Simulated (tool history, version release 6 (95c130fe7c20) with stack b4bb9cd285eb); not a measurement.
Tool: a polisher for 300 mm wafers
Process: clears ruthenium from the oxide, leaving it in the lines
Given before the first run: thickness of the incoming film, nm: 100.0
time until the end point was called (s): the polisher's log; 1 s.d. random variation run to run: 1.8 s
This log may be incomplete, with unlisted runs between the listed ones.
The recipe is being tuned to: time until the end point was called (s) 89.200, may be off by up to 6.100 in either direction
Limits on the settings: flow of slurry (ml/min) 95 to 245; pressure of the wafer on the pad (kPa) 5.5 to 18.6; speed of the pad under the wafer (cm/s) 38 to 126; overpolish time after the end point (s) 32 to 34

run,hour,flow of slurry (ml/min),pressure of the wafer on the pad (kPa),speed of the pad under the wafer (cm/s),overpolish time after the end point (s),time until the end point was called (s)
1,0.0,155,11.7,82,32,125.570
2,8.5,115,11.7,82,32,127.480
3,11.0,115,11.7,64,32,160.200
4,15.4,115,11.7,64,34,165.220
5,19.0,115,11.7,52,34,198.690
6,19.8,115,11.7,52,32,198.900
7,24.5,115,13.1,56,32,162.130
8,30.6,115,13.8,58,32,151.260
9,33.0,115,14.5,60,32,134.830
10,36.4,115,17.9,64,32,112.450
11,40.8,115,17.9,66,32,106.350
12,48.4,115,17.9,68,32,102.780
13,51.7,115,17.9,70,32,102.320
14,58.5,115,17.9,72,32,97.711

Of the 4 settings listed for the next run, only one would bring every result within its allowed miss of target. Which one?
A,65.3,105,17.9,66,32,?
B,65.3,135,17.9,66,32,?
C,65.3,125,18.6,76,33,?
D,65.3,100,16.5,78,33,?

move,time until the end point was called (s)
A,106.480
B,103.790
C,88.122
D,98.105
A: the biggest miss grows against the last run
B: the biggest miss grows against the last run
C: hits every target within its allowed miss
D: about the same distance from the targets as the last run
Move C is the one to make.
